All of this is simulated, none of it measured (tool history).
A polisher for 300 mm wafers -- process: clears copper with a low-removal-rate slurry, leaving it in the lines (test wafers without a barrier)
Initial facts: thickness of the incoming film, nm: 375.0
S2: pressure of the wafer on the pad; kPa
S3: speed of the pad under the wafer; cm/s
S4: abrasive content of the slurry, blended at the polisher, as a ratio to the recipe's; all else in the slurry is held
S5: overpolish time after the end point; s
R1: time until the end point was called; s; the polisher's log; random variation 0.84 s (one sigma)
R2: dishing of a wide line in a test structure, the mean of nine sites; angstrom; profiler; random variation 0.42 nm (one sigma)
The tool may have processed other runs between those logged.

run 1 hour=0.0 | flow_of_slurry_(ml/min)=165 S2=20.0 S3=92 S4=1.0 S5=11 | R1=124.26 R2=176.53
run 2 hour=5.3 | flow_of_slurry_(ml/min)=125 S2=20.0 S3=92 S4=1.0 S5=11 | R1=129.55 R2=172.76
run 3 hour=13.2 | flow_of_slurry_(ml/min)=125 S2=20.0 S3=92 S4=1.1 S5=11 | R1=125.90 R2=170.63
run 4 hour=14.8 | flow_of_slurry_(ml/min)=140 S2=21.4 S3=92 S4=1.1 S5=10 | R1=114.66 R2=174.68
run 5 hour=22.9 | flow_of_slurry_(ml/min)=120 S2=21.4 S3=92 S4=1.1 S5=10 | R1=121.56 R2=163.29
run 6 hour=26.9 | flow_of_slurry_(ml/min)=120 S2=21.4 S3=80 S4=1.1 S5=10 | R1=138.67 R2=146.70
run 7 hour=34.0 | flow_of_slurry_(ml/min)=150 S2=22.8 S3=80 S4=1.1 S5=9 | R1=120.41 R2=152.15
run 8 hour=37.0 | flow_of_slurry_(ml/min)=175 S2=23.4 S3=80 S4=1.1 S5=9 | R1=115.22 R2=156.78

Run 9 comes next. What will it give?
run 9 hour=41.3 | flow_of_slurry_(ml/min)=190 S2=24.1 S3=80 S4=1.1 S5=9 | R1=? R2=?

Run 9 measured R1 111.01 s, R2 159.73 angstrom.
